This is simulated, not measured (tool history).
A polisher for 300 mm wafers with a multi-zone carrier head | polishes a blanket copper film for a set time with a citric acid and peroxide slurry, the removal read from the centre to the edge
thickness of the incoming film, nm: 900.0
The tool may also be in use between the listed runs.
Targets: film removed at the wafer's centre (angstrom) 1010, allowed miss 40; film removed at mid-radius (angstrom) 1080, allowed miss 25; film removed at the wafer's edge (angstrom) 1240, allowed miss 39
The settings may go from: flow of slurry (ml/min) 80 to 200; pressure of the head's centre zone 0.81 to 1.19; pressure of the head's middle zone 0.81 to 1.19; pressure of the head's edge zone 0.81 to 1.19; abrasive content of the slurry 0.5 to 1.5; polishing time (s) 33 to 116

| run | hour | flow of slurry (ml/min) | pressure of the head's centre zone | pressure of the head's middle zone | pressure of the head's edge zone | abrasive content of the slurry | polishing time (s) | film removed at the wafer's centre (angstrom) | film removed at mid-radius (angstrom) | film removed at the wafer's edge (angstrom) |
|---|---|---|---|---|---|---|---|---|---|---|
| 1 | 0 | 130 | 1 | 1 | 1 | 1 | 74 | 1544.1 | 1543.1 | 1545.6 |
| 2 | 3.5 | 115 | 0.94 | 0.95 | 0.99 | 0.85 | 73 | 1322.9 | 1359.5 | 1421.8 |
| 3 | 7.6 | 105 | 0.9 | 0.91 | 0.98 | 0.8 | 73 | 1208 | 1266 | 1384.7 |
| 4 | 9.4 | 90 | 0.9 | 0.91 | 0.98 | 0.8 | 73 | 1156 | 1191.5 | 1333.8 |
| 5 | 14.6 | 90 | 0.9 | 0.91 | 0.98 | 0.8 | 57 | 889.57 | 941.82 | 1038.2 |
| 6 | 18.3 | 90 | 0.9 | 0.91 | 0.98 | 0.6 | 57 | 849.1 | 875.74 | 960.54 |
| 7 | 22.1 | 115 | 0.89 | 0.9 | 1.03 | 0.65 | 57 | 928.01 | 953.97 | 1059.6 |
| 8 | 24.8 | 130 | 0.87 | 0.9 | 1.07 | 0.65 | 57 | 928.03 | 990.92 | 1110.2 |
| 9 | 25.3 | 140 | 0.87 | 0.9 | 1.09 | 0.65 | 57 | 970.73 | 988.05 | 1146.8 |
| 10 | 31.9 | 150 | 0.86 | 0.91 | 1.1 | 0.65 | 57 | 974.21 | 1028.7 | 1146.2 |
| 11 | 33.1 | 155 | 0.85 | 0.91 | 1.12 | 0.65 | 57 | 971.15 | 1034.4 | 1175.3 |
| 12 | 39.3 | 160 | 0.85 | 0.91 | 1.13 | 0.65 | 57 | 960.12 | 1033.9 | 1188.7 |
| 13 | 41.9 | 165 | 0.85 | 0.91 | 1.14 | 0.65 | 57 | 963.71 | 1050.1 | 1171.6 |
| 14 | 43 | 165 | 0.85 | 0.9 | 1.15 | 0.7 | 57 | 991.62 | 1054.5 | 1215.2 |

Which of these 5 next moves meets every target?
| A | 44.1 | 175 | 0.87 | 0.91 | 1.1 | 0.75 | 55 | ? | ? | ? |
| B | 44.1 | 200 | 0.81 | 0.9 | 1 | 0.7 | 57 | ? | ? | ? |
| C | 44.1 | 175 | 0.81 | 0.94 | 1.19 | 0.8 | 54 | ? | ? | ? |
| D | 44.1 | 150 | 0.84 | 0.89 | 1.12 | 0.85 | 57 | ? | ? | ? |
| E | 44.1 | 120 | 0.85 | 0.88 | 1.19 | 0.65 | 60 | ? | ? | ? |

| move | film removed at the wafer's centre (angstrom) | film removed at mid-radius (angstrom) | film removed at the wafer's edge (angstrom) |
|---|---|---|---|
| A | 1002.2 | 1050.6 | 1168.4 |
| B | 973.17 | 1084.8 | 1154.1 |
| C | 930.3 | 1075.5 | 1213.1 |
| D | 1000.4 | 1071.6 | 1233.8 |
| E | 940.78 | 993.58 | 1209.5 |
A: further off than the last run
B: brings the result that was furthest off to its target, and leaves another outside
C: brings the result that was furthest off to its target, and leaves another outside
D: meets every target
E: further off than the last run
Move D is the one to make.
